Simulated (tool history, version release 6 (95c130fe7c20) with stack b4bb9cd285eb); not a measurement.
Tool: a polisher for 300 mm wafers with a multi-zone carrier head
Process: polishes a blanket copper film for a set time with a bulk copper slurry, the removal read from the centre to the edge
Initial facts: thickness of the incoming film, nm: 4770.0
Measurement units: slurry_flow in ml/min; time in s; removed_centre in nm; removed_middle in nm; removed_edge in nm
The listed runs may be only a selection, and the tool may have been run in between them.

| run | day | slurry_flow | centre_zone | middle_zone | edge_zone | slurry_solids | time | removed_centre | removed_middle | removed_edge |
|---|---|---|---|---|---|---|---|---|---|---|
| 1 | 0 | 160 | 1 | 1 | 1 | 1 | 62 | 803.02 | 854.97 | 880.18 |
| 2 | 0.196 | 170 | 1.02 | 0.97 | 1.06 | 1.15 | 63 | 855.21 | 898.76 | 922.87 |
| 3 | 0.388 | 170 | 1.02 | 0.97 | 0.98 | 1.15 | 63 | 855.45 | 887.11 | 879.21 |
| 4 | 0.438 | 190 | 1.02 | 0.97 | 0.98 | 1.15 | 63 | 880.46 | 900.49 | 897.68 |
| 5 | 0.525 | 195 | 1.02 | 0.91 | 1.05 | 1.1 | 66 | 891.9 | 894.08 | 970.44 |
| 6 | 0.896 | 195 | 1.02 | 0.91 | 0.99 | 1.1 | 66 | 904.58 | 894.1 | 949.07 |
| 7 | 1.104 | 200 | 1.04 | 0.88 | 1.05 | 1.1 | 68 | 950.87 | 898.69 | 979.03 |

Predict the results of run 8:
| 8 | 1.367 | 200 | 1.04 | 0.86 | 1.1 | 1.1 | 70 | ? | ? | ? |

Run 8 measured removed_centre 982.9 nm, removed_middle 909.8 nm, removed_edge 1051.5 nm.
